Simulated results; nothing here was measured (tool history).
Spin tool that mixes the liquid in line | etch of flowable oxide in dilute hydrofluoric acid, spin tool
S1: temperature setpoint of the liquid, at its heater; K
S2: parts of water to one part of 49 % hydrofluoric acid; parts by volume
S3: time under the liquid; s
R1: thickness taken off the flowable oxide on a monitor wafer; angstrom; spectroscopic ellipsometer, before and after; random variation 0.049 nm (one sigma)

{"run": 1, "hour": 0.0, "S1": 298.15, "S2": 120, "S3": 15, "R1": 70.953}
{"run": 2, "hour": 6.5, "S1": 296.65, "S2": 120, "S3": 15, "R1": 66.829}
{"run": 3, "hour": 12.5, "S1": 295.65, "S2": 120, "S3": 15, "R1": 62.876}
{"run": 4, "hour": 17.2, "S1": 295.65, "S2": 85, "S3": 15, "R1": 93.712}
{"run": 5, "hour": 24.3, "S1": 294.15, "S2": 90, "S3": 15, "R1": 83.711}
{"run": 6, "hour": 32.1, "S1": 294.15, "S2": 90, "S3": 15, "R1": 84.322}
{"run": 7, "hour": 35.5, "S1": 293.15, "S2": 95, "S3": 15, "R1": 73.812}
{"run": 8, "hour": 42.7, "S1": 293.15, "S2": 95, "S3": 15, "R1": 74.785}
{"run": 9, "hour": 51.8, "S1": 292.15, "S2": 100, "S3": 15, "R1": 68.57}
{"run": 10, "hour": 54.2, "S1": 291.65, "S2": 100, "S3": 15, "R1": 66.036}

The next listed run, before its measurement:
{"run": 11, "hour": 57.1, "S1": 291.15, "S2": 100, "S3": 15, "R1": "?"}

Run 11 gave R1 66.283 angstrom.

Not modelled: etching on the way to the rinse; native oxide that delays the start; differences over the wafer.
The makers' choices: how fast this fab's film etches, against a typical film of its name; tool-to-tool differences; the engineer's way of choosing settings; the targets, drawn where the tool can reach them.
